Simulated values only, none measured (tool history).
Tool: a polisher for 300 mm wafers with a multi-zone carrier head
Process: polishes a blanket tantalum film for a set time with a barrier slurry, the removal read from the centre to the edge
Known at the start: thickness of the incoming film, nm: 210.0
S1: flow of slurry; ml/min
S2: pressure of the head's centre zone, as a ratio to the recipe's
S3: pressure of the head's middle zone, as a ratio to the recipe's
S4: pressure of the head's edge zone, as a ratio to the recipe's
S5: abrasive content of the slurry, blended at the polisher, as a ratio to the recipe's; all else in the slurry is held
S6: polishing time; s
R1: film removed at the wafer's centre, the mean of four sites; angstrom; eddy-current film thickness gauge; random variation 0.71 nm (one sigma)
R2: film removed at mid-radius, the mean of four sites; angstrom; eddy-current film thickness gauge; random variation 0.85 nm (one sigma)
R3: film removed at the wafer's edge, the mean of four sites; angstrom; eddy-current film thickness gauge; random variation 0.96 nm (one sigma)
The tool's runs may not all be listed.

run  hour   S1    S2    S3    S4   S5  S6      R1      R2      R3
  1   0.0  245  1.00  1.00  1.00  1.0  39  606.83  621.80  634.57
  2   1.0  245  1.00  1.00  1.00  1.0  33  526.50  524.30  516.51
  3   9.4  245  1.00  1.00  1.00  1.0  25  395.48  396.73  398.53
  4  16.4  245  1.00  1.00  1.00  1.0  18  285.72  288.81  285.18
  5  18.9  245  1.00  1.00  1.00  1.2  18  304.46  307.91  303.33
  6  23.3  240  0.97  0.99  1.05  1.3  26  433.33  430.91  469.83
  7  24.1  260  0.95  1.09  1.15  1.5  35  581.84  673.34  669.74

The next listed run, before its measurement:
  8  29.2  260  0.94  1.06  1.16  1.5  37   ?   ?   ?

{"run 8": {"R1": 620.3, "R2": 701.73, "R3": 717.28}}
